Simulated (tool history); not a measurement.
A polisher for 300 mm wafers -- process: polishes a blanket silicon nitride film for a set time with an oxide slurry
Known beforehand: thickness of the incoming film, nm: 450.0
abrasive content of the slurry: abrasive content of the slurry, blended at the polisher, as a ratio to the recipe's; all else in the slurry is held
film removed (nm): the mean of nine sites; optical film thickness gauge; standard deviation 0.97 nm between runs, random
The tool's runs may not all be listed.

run,hour,flow of slurry (ml/min),pressure of the wafer on the pad (kPa),speed of the pad under the wafer (cm/s),abrasive content of the slurry,polishing time (s),film removed (nm)
1,0,280,26.2,104,1,115,92.176
2,6.4,280,26.2,104,1.1,115,97.807
3,15.1,280,29,104,1.1,115,104.35
4,16.9,350,29,104,1.1,115,109.07
5,18.2,350,29,104,0.9,115,100.72
6,23.3,350,29,80,0.9,115,81.133

Expected results for the next run?
7,32,350,28.3,80,0.9,115,?

Logged for run 7: film removed (nm) 78.136.

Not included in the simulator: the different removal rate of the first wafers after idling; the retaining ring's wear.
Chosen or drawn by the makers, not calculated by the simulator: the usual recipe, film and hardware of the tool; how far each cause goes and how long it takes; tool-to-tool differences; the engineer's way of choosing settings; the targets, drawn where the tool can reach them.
